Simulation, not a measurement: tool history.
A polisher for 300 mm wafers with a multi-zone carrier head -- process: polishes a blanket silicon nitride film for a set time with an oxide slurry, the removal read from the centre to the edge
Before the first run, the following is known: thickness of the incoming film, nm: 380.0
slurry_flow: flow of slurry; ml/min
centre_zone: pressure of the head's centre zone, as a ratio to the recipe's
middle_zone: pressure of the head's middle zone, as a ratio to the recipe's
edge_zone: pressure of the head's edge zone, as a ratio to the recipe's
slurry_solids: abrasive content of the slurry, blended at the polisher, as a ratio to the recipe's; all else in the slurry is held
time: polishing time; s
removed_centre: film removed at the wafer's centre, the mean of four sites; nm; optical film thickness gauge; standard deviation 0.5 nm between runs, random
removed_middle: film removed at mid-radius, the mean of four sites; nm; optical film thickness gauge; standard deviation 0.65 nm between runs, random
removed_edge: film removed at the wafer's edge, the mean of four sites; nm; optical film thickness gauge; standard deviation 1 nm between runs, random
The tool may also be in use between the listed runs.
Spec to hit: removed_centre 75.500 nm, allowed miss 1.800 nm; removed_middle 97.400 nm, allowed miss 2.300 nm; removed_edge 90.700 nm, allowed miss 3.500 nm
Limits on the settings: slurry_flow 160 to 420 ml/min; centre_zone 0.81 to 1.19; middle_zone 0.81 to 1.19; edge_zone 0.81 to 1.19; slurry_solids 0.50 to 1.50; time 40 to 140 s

{"run": 1, "hour": 0.0, "slurry_flow": 270, "centre_zone": 1.0, "middle_zone": 1.0, "edge_zone": 1.0, "slurry_solids": 1.0, "time": 90, "removed_centre": 60.341, "removed_middle": 59.131, "removed_edge": 59.683}
{"run": 2, "hour": 3.5, "slurry_flow": 270, "centre_zone": 1.0, "middle_zone": 1.07, "edge_zone": 1.0, "slurry_solids": 1.0, "time": 90, "removed_centre": 60.77, "removed_middle": 62.893, "removed_edge": 60.093}
{"run": 3, "hour": 7.0, "slurry_flow": 285, "centre_zone": 0.96, "middle_zone": 1.11, "edge_zone": 1.04, "slurry_solids": 1.15, "time": 92, "removed_centre": 63.698, "removed_middle": 71.03, "removed_edge": 66.621}
{"run": 4, "hour": 7.8, "slurry_flow": 285, "centre_zone": 0.96, "middle_zone": 1.11, "edge_zone": 1.04, "slurry_solids": 1.35, "time": 92, "removed_centre": 67.13, "removed_middle": 75.545, "removed_edge": 71.277}
{"run": 5, "hour": 12.4, "slurry_flow": 300, "centre_zone": 0.94, "middle_zone": 1.14, "edge_zone": 1.08, "slurry_solids": 1.4, "time": 95, "removed_centre": 70.231, "removed_middle": 82.313, "removed_edge": 77.36}
{"run": 6, "hour": 18.4, "slurry_flow": 300, "centre_zone": 0.94, "middle_zone": 1.19, "edge_zone": 1.08, "slurry_solids": 1.4, "time": 95, "removed_centre": 69.694, "removed_middle": 83.68, "removed_edge": 76.645}
{"run": 7, "hour": 22.8, "slurry_flow": 315, "centre_zone": 0.92, "middle_zone": 1.19, "edge_zone": 1.09, "slurry_solids": 1.45, "time": 97, "removed_centre": 70.007, "removed_middle": 87.837, "removed_edge": 76.553}
{"run": 8, "hour": 23.5, "slurry_flow": 300, "centre_zone": 0.91, "middle_zone": 1.19, "edge_zone": 1.12, "slurry_solids": 1.45, "time": 100, "removed_centre": 72.216, "removed_middle": 90.048, "removed_edge": 81.838}
{"run": 9, "hour": 24.4, "slurry_flow": 300, "centre_zone": 0.9, "middle_zone": 1.19, "edge_zone": 1.14, "slurry_solids": 1.45, "time": 102, "removed_centre": 72.52, "removed_middle": 91.634, "removed_edge": 82.293}

Pick the move, out of 4, that brings all results within their allowed miss; only one does.
{"run": "A", "hour": 25.3, "slurry_flow": 225, "centre_zone": 0.86, "middle_zone": 1.01, "edge_zone": 1.19, "slurry_solids": 1.5, "time": 120, "removed_centre": "?", "removed_middle": "?", "removed_edge": "?"}
{"run": "B", "hour": 25.3, "slurry_flow": 290, "centre_zone": 0.87, "middle_zone": 1.16, "edge_zone": 1.13, "slurry_solids": 1.45, "time": 110, "removed_centre": "?", "removed_middle": "?", "removed_edge": "?"}
{"run": "C", "hour": 25.3, "slurry_flow": 195, "centre_zone": 0.86, "middle_zone": 1.05, "edge_zone": 1.19, "slurry_solids": 1.5, "time": 124, "removed_centre": "?", "removed_middle": "?", "removed_edge": "?"}
{"run": "D", "hour": 25.3, "slurry_flow": 330, "centre_zone": 0.91, "middle_zone": 1.15, "edge_zone": 1.14, "slurry_solids": 1.2, "time": 118, "removed_centre": "?", "removed_middle": "?", "removed_edge": "?"}

move=A removed_centre=79.991 removed_middle=92.900 removed_edge=100.480
move=B removed_centre=75.278 removed_middle=96.909 removed_edge=90.396
move=C removed_centre=81.349 removed_middle=97.768 removed_edge=102.650
move=D removed_centre=79.543 removed_middle=97.014 removed_edge=91.317
A: lands further from the targets than the last run did
B: all results in spec
C: gets the furthest-off result to its target, but another result is out of tolerance
D: gets the furthest-off result to its target, but another result is out of tolerance
The move that meets every target is B.

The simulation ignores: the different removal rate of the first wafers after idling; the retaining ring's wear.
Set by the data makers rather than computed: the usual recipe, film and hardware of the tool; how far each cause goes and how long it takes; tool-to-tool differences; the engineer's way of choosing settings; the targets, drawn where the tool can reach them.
